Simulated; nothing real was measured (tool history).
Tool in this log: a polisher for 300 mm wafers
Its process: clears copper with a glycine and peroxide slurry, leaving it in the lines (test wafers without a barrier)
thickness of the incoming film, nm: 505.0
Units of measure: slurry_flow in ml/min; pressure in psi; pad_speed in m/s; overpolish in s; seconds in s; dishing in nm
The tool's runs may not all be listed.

run	day	slurry_flow	pressure	pad_speed	overpolish	seconds	dishing
1	0.000	245	2.1	0.76	27	127.58	66.125
2	0.304	245	2.0	0.74	28	132.14	66.116
3	0.625	200	2.0	0.74	28	136.17	66.505
4	0.838	200	1.9	0.74	29	141.93	64.501
5	1.042	200	1.5	0.74	29	168.18	54.963
6	1.392	200	1.5	0.74	25	165.63	48.962

Run 7 is up next; what results do you expect?
7	1.708	200	1.5	0.74	27	?	?

For run 7 the tool returned seconds 167.51 s, dishing 51.225 nm.

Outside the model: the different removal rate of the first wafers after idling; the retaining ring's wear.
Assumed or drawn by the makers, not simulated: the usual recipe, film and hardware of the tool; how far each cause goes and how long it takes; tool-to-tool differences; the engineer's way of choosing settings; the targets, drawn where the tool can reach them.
